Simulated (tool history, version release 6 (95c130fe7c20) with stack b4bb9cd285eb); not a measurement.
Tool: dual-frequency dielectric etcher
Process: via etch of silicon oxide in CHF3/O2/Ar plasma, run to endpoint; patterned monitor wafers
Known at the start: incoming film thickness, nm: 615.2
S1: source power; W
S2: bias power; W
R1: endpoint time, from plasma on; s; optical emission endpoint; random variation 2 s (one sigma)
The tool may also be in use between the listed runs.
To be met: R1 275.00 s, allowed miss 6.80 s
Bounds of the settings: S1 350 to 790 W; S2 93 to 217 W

run 1 hour=0.0 | S1=570 S2=155 | R1=323.66
run 2 hour=7.6 | S1=590 S2=157 | R1=314.11
run 3 hour=14.6 | S1=610 S2=158 | R1=310.37
run 4 hour=19.1 | S1=610 S2=138 | R1=328.31
run 5 hour=21.3 | S1=630 S2=141 | R1=320.35
run 6 hour=27.5 | S1=650 S2=143 | R1=312.68
run 7 hour=29.3 | S1=660 S2=144 | R1=309.50
run 8 hour=36.1 | S1=670 S2=145 | R1=306.73
run 9 hour=36.7 | S1=680 S2=146 | R1=303.52
run 10 hour=43.6 | S1=690 S2=147 | R1=299.81
run 11 hour=48.3 | S1=700 S2=148 | R1=302.10
run 12 hour=52.0 | S1=710 S2=150 | R1=295.05

4 next moves are on the table. One of them brings every result within its allowed miss. Which?
run A hour=55.7 | S1=630 S2=133 | R1=?
run B hour=55.7 | S1=550 S2=163 | R1=?
run C hour=55.7 | S1=790 S2=154 | R1=?
run D hour=55.7 | S1=650 S2=139 | R1=?

move=A R1=327.55
move=B R1=323.27
move=C R1=277.49
move=D R1=317.00
A: further off than the last run
B: further off than the last run
C: meets every target
D: further off than the last run
Answer: C
